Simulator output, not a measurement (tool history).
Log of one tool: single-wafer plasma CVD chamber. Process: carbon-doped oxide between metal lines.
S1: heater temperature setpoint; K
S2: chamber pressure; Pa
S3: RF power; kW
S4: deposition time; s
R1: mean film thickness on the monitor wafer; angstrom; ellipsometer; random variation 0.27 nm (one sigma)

{"run": 1, "hour": 0.0, "S1": 643.15, "S2": 601, "S3": 0.41, "S4": 15.8, "R1": 671.45}
{"run": 2, "hour": 7.8, "S1": 643.15, "S2": 601, "S3": 0.45, "S4": 15.8, "R1": 719.86}
{"run": 3, "hour": 15.8, "S1": 643.15, "S2": 601, "S3": 0.505, "S4": 15.8, "R1": 791.83}
{"run": 4, "hour": 24.0, "S1": 643.15, "S2": 601, "S3": 0.45, "S4": 15.8, "R1": 721.25}
{"run": 5, "hour": 29.0, "S1": 643.15, "S2": 601, "S3": 0.45, "S4": 16.3, "R1": 739.98}
{"run": 6, "hour": 33.3, "S1": 651.15, "S2": 601, "S3": 0.45, "S4": 16.3, "R1": 737.04}
{"run": 7, "hour": 39.6, "S1": 651.15, "S2": 592, "S3": 0.41, "S4": 16.2, "R1": 671.68}
{"run": 8, "hour": 42.9, "S1": 652.15, "S2": 568, "S3": 0.385, "S4": 16.1, "R1": 629.17}
{"run": 9, "hour": 48.1, "S1": 653.15, "S2": 539, "S3": 0.37, "S4": 16.1, "R1": 604.88}
{"run": 10, "hour": 48.8, "S1": 653.15, "S2": 515, "S3": 0.36, "S4": 16.1, "R1": 585.75}
{"run": 11, "hour": 50.8, "S1": 653.15, "S2": 492, "S3": 0.355, "S4": 16.1, "R1": 579.9}

Forecast run 12:
{"run": 12, "hour": 54.1, "S1": 654.15, "S2": 476, "S3": 0.35, "S4": 16.1, "R1": "?"}

R1: 566.47 angstrom

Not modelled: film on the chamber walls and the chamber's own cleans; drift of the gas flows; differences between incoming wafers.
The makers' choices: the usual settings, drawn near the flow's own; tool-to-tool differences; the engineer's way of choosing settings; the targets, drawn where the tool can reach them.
